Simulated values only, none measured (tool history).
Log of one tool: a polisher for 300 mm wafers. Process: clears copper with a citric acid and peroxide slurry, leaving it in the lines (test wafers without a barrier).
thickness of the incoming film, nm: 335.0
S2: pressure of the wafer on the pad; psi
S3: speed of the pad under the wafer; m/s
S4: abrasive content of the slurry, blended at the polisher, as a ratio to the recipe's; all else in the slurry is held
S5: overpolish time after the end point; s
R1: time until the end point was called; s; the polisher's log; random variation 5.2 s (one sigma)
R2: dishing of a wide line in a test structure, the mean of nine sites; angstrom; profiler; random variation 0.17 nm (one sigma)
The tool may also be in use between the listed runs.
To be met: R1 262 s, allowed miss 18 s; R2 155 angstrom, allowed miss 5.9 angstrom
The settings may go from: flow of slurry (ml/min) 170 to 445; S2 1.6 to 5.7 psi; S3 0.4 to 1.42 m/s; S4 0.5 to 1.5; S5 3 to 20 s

Run 1, hour 0: flow of slurry (ml/min) 285, S2 3.6 psi, S3 0.9 m/s, S4 1, S5 10 s. Result: R1 163.89 s, R2 150.81 angstrom.
Run 2, hour 4.5: flow of slurry (ml/min) 280, S2 3.1 psi, S3 0.9 m/s, S4 1, S5 12 s. Result: R1 195.19 s, R2 158.07 angstrom.
Run 3, hour 10.4: flow of slurry (ml/min) 280, S2 3.1 psi, S3 0.9 m/s, S4 0.85, S5 12 s. Result: R1 193.64 s, R2 152.2 angstrom.
Run 4, hour 12.2: flow of slurry (ml/min) 280, S2 2.8 psi, S3 0.9 m/s, S4 0.95, S5 13 s. Result: R1 218.15 s, R2 154.59 angstrom.
Run 5, hour 14.5: flow of slurry (ml/min) 280, S2 3.5 psi, S3 0.9 m/s, S4 0.95, S5 13 s. Result: R1 174.82 s, R2 187.86 angstrom.
Run 6, hour 19.1: flow of slurry (ml/min) 335, S2 3.5 psi, S3 0.9 m/s, S4 0.95, S5 13 s. Result: R1 169.97 s, R2 193.82 angstrom.
Run 7, hour 23.5: flow of slurry (ml/min) 330, S2 3 psi, S3 0.9 m/s, S4 1, S5 14 s. Result: R1 202.78 s, R2 178.45 angstrom.
Run 8, hour 31.6: flow of slurry (ml/min) 330, S2 2.7 psi, S3 0.9 m/s, S4 1, S5 14 s. Result: R1 217.34 s, R2 160.83 angstrom.
Run 9, hour 38.5: flow of slurry (ml/min) 320, S2 2.5 psi, S3 0.9 m/s, S4 1, S5 14 s. Result: R1 234.14 s, R2 153.89 angstrom.
Run 10, hour 43: flow of slurry (ml/min) 315, S2 2.4 psi, S3 0.9 m/s, S4 1, S5 14 s. Result: R1 245.96 s, R2 145.85 angstrom.

5 next moves are on the table. One of them brings every result within its allowed miss. Which?
Run A, hour 47.5: flow of slurry (ml/min) 305, S2 2.7 psi, S3 0.92 m/s, S4 1, S5 13 s. Result: R1 ?, R2 ?.
Run B, hour 47.5: flow of slurry (ml/min) 320, S2 2.8 psi, S3 0.9 m/s, S4 0.85, S5 15 s. Result: R1 ?, R2 ?.
Run C, hour 47.5: flow of slurry (ml/min) 185, S2 2.2 psi, S3 0.88 m/s, S4 1.35, S5 15 s. Result: R1 ?, R2 ?.
Run D, hour 47.5: flow of slurry (ml/min) 315, S2 2.5 psi, S3 0.7 m/s, S4 1, S5 16 s. Result: R1 ?, R2 ?.
Run E, hour 47.5: flow of slurry (ml/min) 315, S2 1.8 psi, S3 1.06 m/s, S4 1.25, S5 16 s. Result: R1 ?, R2 ?.

move      R1      R2
   A  223.87   152.8
   B  228.49   171.7
   C  281.82  140.17
   D  309.99  136.49
   E  272.62  153.04
A: brings the result that was furthest off to its target, and leaves another outside
B: takes the result that was furthest off past its target
C: further off than the last run
D: further off than the last run
E: meets every target
The right move is E.
